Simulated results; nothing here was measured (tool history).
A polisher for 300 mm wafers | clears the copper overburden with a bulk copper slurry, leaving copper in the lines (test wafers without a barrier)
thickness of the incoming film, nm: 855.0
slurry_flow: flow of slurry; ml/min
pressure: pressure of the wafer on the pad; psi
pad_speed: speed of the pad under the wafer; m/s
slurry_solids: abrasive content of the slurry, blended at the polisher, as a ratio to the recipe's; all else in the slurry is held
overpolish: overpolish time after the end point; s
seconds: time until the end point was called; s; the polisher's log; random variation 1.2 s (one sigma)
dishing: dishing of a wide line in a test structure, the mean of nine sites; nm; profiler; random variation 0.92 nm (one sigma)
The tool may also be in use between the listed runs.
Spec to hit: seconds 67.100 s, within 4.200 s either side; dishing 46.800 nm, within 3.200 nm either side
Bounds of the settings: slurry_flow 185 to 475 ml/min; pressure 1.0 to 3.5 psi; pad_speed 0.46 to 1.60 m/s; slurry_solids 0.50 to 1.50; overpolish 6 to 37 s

run	day	slurry_flow	pressure	pad_speed	slurry_solids	overpolish	seconds	dishing
1	0.000	305	2.2	1.02	1.00	19	121.530	69.754
2	0.188	305	1.8	1.02	1.00	19	143.750	58.971
3	0.379	305	1.8	1.02	0.85	19	148.090	59.142
4	0.667	305	1.8	0.88	0.85	19	167.380	51.741
5	0.933	340	2.1	0.86	1.00	16	150.000	54.029
6	1.138	310	2.0	1.02	1.10	14	126.850	52.598
7	1.454	285	1.9	1.14	1.20	12	115.490	48.834
8	1.554	265	1.9	1.24	1.25	11	107.710	49.454
9	1.796	270	1.9	1.32	1.30	10	100.360	45.952
10	2.071	280	2.0	1.36	1.35	9	93.312	48.260
11	2.396	260	2.0	1.40	1.40	8	91.411	45.548

Consider the 5 candidate settings below. Which is the only one whose results all fall within their allowed miss of target?
A	2.721	220	1.8	1.04	1.30	14	?	?
B	2.721	225	2.0	1.04	1.35	12	?	?
C	2.721	250	2.1	1.56	1.50	6	?	?
D	2.721	185	1.9	1.04	1.20	15	?	?
E	2.721	330	2.4	1.58	1.25	6	?	?

move	seconds	dishing
A	137.000	49.465
B	123.170	48.283
C	76.854	40.735
D	134.890	52.983
E	67.870	45.543
A: misses by more than the last run did
B: misses by more than the last run did
C: gains on the last run, yet a result remains outside its allowed miss
D: misses by more than the last run did
E: each result inside its tolerance
E meets every target.
